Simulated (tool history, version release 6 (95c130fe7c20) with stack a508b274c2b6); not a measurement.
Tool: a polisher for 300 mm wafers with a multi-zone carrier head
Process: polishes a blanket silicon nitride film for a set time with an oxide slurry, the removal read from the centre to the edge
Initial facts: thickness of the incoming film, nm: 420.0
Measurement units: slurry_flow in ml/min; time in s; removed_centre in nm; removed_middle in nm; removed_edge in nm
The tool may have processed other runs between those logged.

{"run": 1, "day": 0.0, "slurry_flow": 270, "centre_zone": 1.0, "middle_zone": 1.0, "edge_zone": 1.0, "slurry_solids": 1.0, "time": 31, "removed_centre": 28.074, "removed_middle": 27.283, "removed_edge": 27.022}
{"run": 2, "day": 0.362, "slurry_flow": 285, "centre_zone": 1.03, "middle_zone": 1.04, "edge_zone": 1.04, "slurry_solids": 1.05, "time": 31, "removed_centre": 29.005, "removed_middle": 28.714, "removed_edge": 28.053}
{"run": 3, "day": 0.521, "slurry_flow": 295, "centre_zone": 1.06, "middle_zone": 1.07, "edge_zone": 1.05, "slurry_solids": 1.1, "time": 31, "removed_centre": 30.986, "removed_middle": 30.483, "removed_edge": 28.493}
{"run": 4, "day": 0.679, "slurry_flow": 305, "centre_zone": 1.07, "middle_zone": 1.08, "edge_zone": 1.07, "slurry_solids": 1.15, "time": 31, "removed_centre": 31.543, "removed_middle": 31.399, "removed_edge": 29.323}
{"run": 5, "day": 0.767, "slurry_flow": 305, "centre_zone": 1.07, "middle_zone": 1.08, "edge_zone": 1.07, "slurry_solids": 1.15, "time": 25, "removed_centre": 25.455, "removed_middle": 24.971, "removed_edge": 23.605}
{"run": 6, "day": 1.125, "slurry_flow": 305, "centre_zone": 1.07, "middle_zone": 1.08, "edge_zone": 1.14, "slurry_solids": 1.15, "time": 25, "removed_centre": 25.305, "removed_middle": 25.347, "removed_edge": 24.24}
{"run": 7, "day": 1.4, "slurry_flow": 335, "centre_zone": 1.12, "middle_zone": 1.13, "edge_zone": 1.19, "slurry_solids": 1.4, "time": 27, "removed_centre": 31.725, "removed_middle": 31.184, "removed_edge": 28.957}
{"run": 8, "day": 1.683, "slurry_flow": 340, "centre_zone": 1.12, "middle_zone": 1.13, "edge_zone": 1.19, "slurry_solids": 1.45, "time": 27, "removed_centre": 32.358, "removed_middle": 30.918, "removed_edge": 29.35}
{"run": 9, "day": 1.767, "slurry_flow": 340, "centre_zone": 1.11, "middle_zone": 1.14, "edge_zone": 1.19, "slurry_solids": 1.45, "time": 27, "removed_centre": 32.213, "removed_middle": 31.248, "removed_edge": 29.036}
{"run": 10, "day": 2.133, "slurry_flow": 340, "centre_zone": 1.1, "middle_zone": 1.14, "edge_zone": 1.19, "slurry_solids": 1.45, "time": 27, "removed_centre": 31.764, "removed_middle": 31.143, "removed_edge": 29.085}

What will run 11 give?
{"run": 11, "day": 2.383, "slurry_flow": 340, "centre_zone": 1.09, "middle_zone": 1.14, "edge_zone": 1.19, "slurry_solids": 1.45, "time": 27, "removed_centre": "?", "removed_middle": "?", "removed_edge": "?"}

{"run 11": {"removed_centre": 30.882, "removed_middle": 31.32, "removed_edge": 28.849}}
